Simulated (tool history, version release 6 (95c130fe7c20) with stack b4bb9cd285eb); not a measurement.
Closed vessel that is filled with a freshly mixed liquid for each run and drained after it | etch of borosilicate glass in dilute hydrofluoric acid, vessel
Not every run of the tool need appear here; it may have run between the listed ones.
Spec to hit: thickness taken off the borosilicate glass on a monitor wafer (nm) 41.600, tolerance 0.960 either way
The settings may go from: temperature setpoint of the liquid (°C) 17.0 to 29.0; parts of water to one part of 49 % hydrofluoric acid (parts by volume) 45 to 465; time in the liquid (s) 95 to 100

run    day  temperature setpoint of the liquid (°C)  parts of water to one part of 49 % hydrofluoric acid (parts by volume)  time in the liquid (s)  thickness taken off the borosilicate glass on a monitor wafer (nm)
  1  0.000                                     21.0                                                                     255                      95                                                              12.396
  2  0.154                                     23.0                                                                     205                      95                                                              17.647
  3  0.421                                     24.5                                                                     175                      95                                                              22.520
  4  0.708                                     25.5                                                                     155                      95                                                              27.069
  5  0.917                                     26.5                                                                     145                      95                                                              30.439
     0.992  -- hydrofluoric acid flow meter replaced
  6  0.992                                     27.0                                                                     135                      95                                                              38.188
  7  1.238                                     27.5                                                                     135                      95                                                              39.076
  8  1.288                                     28.0                                                                     135                      95                                                              39.686
  9  1.467                                     28.5                                                                     135                      95                                                              40.143

Which of these 4 next moves meets every target?
  A  1.646                                     26.0                                                                     135                     100                                                                   ?
  B  1.646                                     29.0                                                                     145                     100                                                                   ?
  C  1.646                                     23.5                                                                     110                     100                                                                   ?
  D  1.646                                     27.0                                                                     125                      95                                                                   ?

move  thickness taken off the borosilicate glass on a monitor wafer (nm)
   A                                                              38.958
   B                                                              40.045
   C                                                              44.735
   D                                                              42.033
A: misses by more than the last run did
B: misses by more than the last run did
C: carries the result that was furthest off beyond its target, to the other side
D: hits every target within its allowed miss
Go with D: it meets all targets.

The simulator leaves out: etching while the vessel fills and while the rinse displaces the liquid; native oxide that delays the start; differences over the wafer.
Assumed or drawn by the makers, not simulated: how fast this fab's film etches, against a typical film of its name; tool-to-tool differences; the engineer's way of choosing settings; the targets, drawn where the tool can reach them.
